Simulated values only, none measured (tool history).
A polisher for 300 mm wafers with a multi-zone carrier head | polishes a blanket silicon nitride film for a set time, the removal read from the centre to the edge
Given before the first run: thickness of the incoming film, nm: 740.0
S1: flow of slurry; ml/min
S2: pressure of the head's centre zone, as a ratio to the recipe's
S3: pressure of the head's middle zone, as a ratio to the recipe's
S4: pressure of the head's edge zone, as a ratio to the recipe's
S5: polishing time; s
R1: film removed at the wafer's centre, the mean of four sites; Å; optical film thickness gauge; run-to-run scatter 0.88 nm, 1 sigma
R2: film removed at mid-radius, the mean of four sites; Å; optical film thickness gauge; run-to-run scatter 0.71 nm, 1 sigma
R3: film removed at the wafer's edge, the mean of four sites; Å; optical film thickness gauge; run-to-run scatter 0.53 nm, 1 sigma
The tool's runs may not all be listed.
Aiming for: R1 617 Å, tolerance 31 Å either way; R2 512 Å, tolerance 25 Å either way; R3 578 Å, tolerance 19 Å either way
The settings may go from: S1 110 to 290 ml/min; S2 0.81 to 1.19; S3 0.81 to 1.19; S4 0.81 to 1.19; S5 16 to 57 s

run,hour,S1,S2,S3,S4,S5,R1,R2,R3
1,0,185,1,1,1,36,1027.7,1084.5,1025.5
2,6.5,185,1,1,1.08,36,1046.6,1060.1,1059.9
3,15.1,185,1,1.08,1.08,36,1027.5,1175.1,1040.4
4,22.2,185,1,1.03,1.08,36,1018.6,1087.8,1059
5,26.4,210,1,1.03,1.08,36,1069,1133.5,1088.2
6,32.7,210,1,1.03,1.08,43,1259,1299.5,1288.4
7,39.8,210,1,1.03,1.08,43,1279.9,1347.5,1282.6
8,43.8,195,1.01,1,1.06,39,1172.6,1196.5,1137.5
9,47.5,185,1.01,0.97,1.05,36,1062.4,1073,1039.2
10,55.8,175,1.01,0.95,1.05,33,969.71,906.96,962.66
11,57.5,195,1.01,0.93,0.95,23,689.44,647.33,648.54
12,58.8,150,1.03,0.83,0.94,20,579.64,497.73,537.64
13,60.8,155,1.03,0.83,0.95,20,572.76,505.07,543.88
14,64.1,160,1.04,0.83,0.96,20,587.69,505.79,550.83
15,72.2,165,1.04,0.83,0.97,20,590.32,500.23,558.74
16,76.9,170,1.04,0.83,0.97,20,604.45,496.66,550.83

Next run, 5 choices. One meets every target within its allowed miss, the rest don't. Which?
A,81.6,215,1.08,0.91,1.01,18,?,?,?
B,81.6,180,1.05,0.82,1,20,?,?,?
C,81.6,170,1.16,0.88,0.86,19,?,?,?
D,81.6,235,1.1,0.88,0.93,19,?,?,?
E,81.6,210,1.09,0.85,0.95,19,?,?,?

move,R1,R2,R3
A,571.55,518.28,522.06
B,599.62,515.31,567.18
C,623.62,513.88,498.53
D,622.16,538.12,534.54
E,606.54,515.49,534.33
A: further off than the last run
B: in spec on every target
C: further off than the last run
D: further off than the last run
E: further off than the last run
Go with B: it meets all targets.
